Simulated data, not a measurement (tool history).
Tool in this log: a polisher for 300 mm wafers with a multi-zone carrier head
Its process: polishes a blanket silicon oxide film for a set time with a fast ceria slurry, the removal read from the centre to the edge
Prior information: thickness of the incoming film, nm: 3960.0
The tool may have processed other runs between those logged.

| run | day | flow of slurry (ml/min) | pressure of the head's centre zone | pressure of the head's middle zone | pressure of the head's edge zone | polishing time (s) | film removed at the wafer's centre (Å) | film removed at mid-radius (Å) | film removed at the wafer's edge (Å) |
|---|---|---|---|---|---|---|---|---|---|
| 1 | 0 | 125 | 1 | 1 | 1 | 84 | 8185.4 | 8573.8 | 8293.4 |
| 2 | 0.175 | 125 | 1 | 1 | 1 | 65 | 6245.9 | 6633.2 | 6485 |
| 3 | 0.446 | 135 | 1.02 | 1.01 | 1.05 | 75 | 7620.3 | 7854.6 | 7548 |
| 4 | 0.742 | 135 | 1.02 | 1.01 | 1.05 | 59 | 6029.1 | 6090.8 | 5934.7 |
| 5 | 0.958 | 130 | 1.02 | 1 | 1.06 | 73 | 7330.4 | 7499.8 | 7345.5 |
| 6 | 1.133 | 125 | 1.03 | 0.99 | 1.08 | 82 | 8268.5 | 8238.7 | 8474.9 |
| 7 | 1.212 | 125 | 1.04 | 1 | 1.1 | 87 | 8643.4 | 8831 | 8824.3 |
| 8 | 1.412 | 140 | 1.03 | 0.99 | 1.11 | 90 | 9183.1 | 9349.1 | 9532.7 |
| 9 | 1.55 | 150 | 1.04 | 0.99 | 1.12 | 92 | 9825.4 | 9709.4 | 9805.3 |

For run 10, what comes out?
| 10 | 1.871 | 155 | 1.04 | 0.99 | 1.13 | 94 | ? | ? | ? |

film removed at the wafer's centre (Å): 9889.6
film removed at mid-radius (Å): 10027
film removed at the wafer's edge (Å): 10201
